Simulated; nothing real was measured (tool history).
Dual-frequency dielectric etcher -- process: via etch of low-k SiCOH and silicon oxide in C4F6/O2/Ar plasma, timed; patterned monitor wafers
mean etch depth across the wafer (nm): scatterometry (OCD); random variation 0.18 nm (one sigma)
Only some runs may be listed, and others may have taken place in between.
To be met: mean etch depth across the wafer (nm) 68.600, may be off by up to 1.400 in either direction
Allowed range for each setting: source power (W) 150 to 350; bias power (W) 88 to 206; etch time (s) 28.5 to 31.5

| run | day | source power (W) | bias power (W) | etch time (s) | mean etch depth across the wafer (nm) |
|---|---|---|---|---|---|
| 1 | 0.000 | 250 | 147 | 31.5 | 60.633 |
| 2 | 0.138 | 250 | 147 | 28.5 | 54.704 |
| 3 | 0.308 | 270 | 154 | 28.5 | 57.325 |
| 4 | 0.433 | 270 | 163 | 28.5 | 58.603 |
| 5 | 0.800 | 270 | 152 | 28.5 | 56.902 |
| 6 | 1.042 | 270 | 152 | 28.5 | 57.414 |
| 7 | 1.158 | 270 | 152 | 28.5 | 57.125 |
| 8 | 1.500 | 280 | 161 | 29.0 | 60.075 |
| 9 | 1.717 | 290 | 165 | 29.0 | 61.551 |
| 10 | 1.767 | 300 | 168 | 29.0 | 63.077 |
|  | 1.896 | bias power generator calibrated |
| 11 | 1.896 | 310 | 169 | 29.0 | 65.076 |

5 next moves are on the table. One of them brings every result within its allowed miss. Which?
| A | 2.025 | 340 | 145 | 29.5 | ? |
| B | 2.025 | 350 | 134 | 29.5 | ? |
| C | 2.025 | 310 | 174 | 30.0 | ? |
| D | 2.025 | 300 | 154 | 29.0 | ? |
| E | 2.025 | 290 | 129 | 31.0 | ? |

| move | mean etch depth across the wafer (nm) |
|---|---|
| A | 65.152 |
| B | 64.167 |
| C | 68.009 |
| D | 62.071 |
| E | 61.437 |
A: as far off as the last run
B: moves away from the targets compared with the last run
C: in spec on every target
D: moves away from the targets compared with the last run
E: moves away from the targets compared with the last run
Go with C: it meets all targets.
